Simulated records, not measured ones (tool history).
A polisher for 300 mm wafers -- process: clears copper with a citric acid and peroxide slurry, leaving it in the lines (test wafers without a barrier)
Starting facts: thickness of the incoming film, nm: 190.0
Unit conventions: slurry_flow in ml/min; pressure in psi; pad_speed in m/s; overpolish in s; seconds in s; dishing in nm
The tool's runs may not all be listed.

run 1 day=0.000 | slurry_flow=300 pressure=2.0 pad_speed=1.38 slurry_solids=1.0 overpolish=9 | seconds=95.022 dishing=13.707
run 2 day=0.300 | slurry_flow=300 pressure=1.8 pad_speed=1.38 slurry_solids=1.0 overpolish=9 | seconds=106.580 dishing=12.421
run 3 day=0.625 | slurry_flow=300 pressure=2.0 pad_speed=1.38 slurry_solids=1.0 overpolish=8 | seconds=97.925 dishing=12.803
run 4 day=0.979 | slurry_flow=300 pressure=2.3 pad_speed=1.38 slurry_solids=1.0 overpolish=8 | seconds=87.045 dishing=13.550
run 5 day=1.333 | slurry_flow=340 pressure=2.3 pad_speed=1.38 slurry_solids=1.0 overpolish=8 | seconds=83.419 dishing=13.844
run 6 day=1.454 | slurry_flow=340 pressure=2.3 pad_speed=1.38 slurry_solids=1.0 overpolish=10 | seconds=85.241 dishing=17.133

For run 7, what comes out?
run 7 day=1.567 | slurry_flow=340 pressure=2.5 pad_speed=1.38 slurry_solids=1.0 overpolish=9 | seconds=? dishing=?

seconds: 77.332 s
dishing: 17.326 nm

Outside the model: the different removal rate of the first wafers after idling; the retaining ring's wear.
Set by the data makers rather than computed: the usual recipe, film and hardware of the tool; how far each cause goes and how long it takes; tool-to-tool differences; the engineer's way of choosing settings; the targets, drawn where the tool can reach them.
